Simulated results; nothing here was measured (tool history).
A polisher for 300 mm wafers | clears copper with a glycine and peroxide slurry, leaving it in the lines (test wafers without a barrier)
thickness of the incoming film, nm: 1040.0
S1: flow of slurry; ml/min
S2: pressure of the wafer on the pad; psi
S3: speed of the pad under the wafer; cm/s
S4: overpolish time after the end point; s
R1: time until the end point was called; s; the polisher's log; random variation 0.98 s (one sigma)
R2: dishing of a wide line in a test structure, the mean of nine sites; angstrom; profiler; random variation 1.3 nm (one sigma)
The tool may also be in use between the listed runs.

Run 1, hour 0.0: S1 285 ml/min, S2 3.2 psi, S3 116 cm/s, S4 21 s. Result: R1 114.98 s, R2 1018.80 angstrom.
Run 2, hour 1.0: S1 280 ml/min, S2 3.2 psi, S3 116 cm/s, S4 23 s. Result: R1 116.44 s, R2 1090.50 angstrom.
Run 3, hour 6.5: S1 280 ml/min, S2 3.7 psi, S3 116 cm/s, S4 23 s. Result: R1 102.20 s, R2 1164.60 angstrom.
Run 4, hour 7.3: S1 275 ml/min, S2 3.5 psi, S3 116 cm/s, S4 24 s. Result: R1 107.18 s, R2 1170.80 angstrom.
Run 5, hour 13.6: S1 275 ml/min, S2 3.5 psi, S3 116 cm/s, S4 16 s. Result: R1 107.47 s, R2 884.46 angstrom.
Run 6, hour 14.4: S1 275 ml/min, S2 3.5 psi, S3 96 cm/s, S4 16 s. Result: R1 127.49 s, R2 791.73 angstrom.
Run 7, hour 22.2: S1 270 ml/min, S2 3.5 psi, S3 96 cm/s, S4 20 s. Result: R1 125.61 s, R2 952.24 angstrom.
Run 8, hour 24.4: S1 270 ml/min, S2 3.5 psi, S3 96 cm/s, S4 20 s. Result: R1 124.19 s, R2 942.67 angstrom.
Run 9, hour 31.1: S1 270 ml/min, S2 3.5 psi, S3 96 cm/s, S4 22 s. Result: R1 125.87 s, R2 1005.30 angstrom.
Run 10, hour 37.7: S1 270 ml/min, S2 3.5 psi, S3 96 cm/s, S4 24 s. Result: R1 125.47 s, R2 1072.20 angstrom.

Run 11 comes next. What will it give?
Run 11, hour 46.6: S1 270 ml/min, S2 3.5 psi, S3 96 cm/s, S4 25 s. Result: R1 ?, R2 ?.

{"run 11": {"R1": 126.37, "R2": 1084.5}}
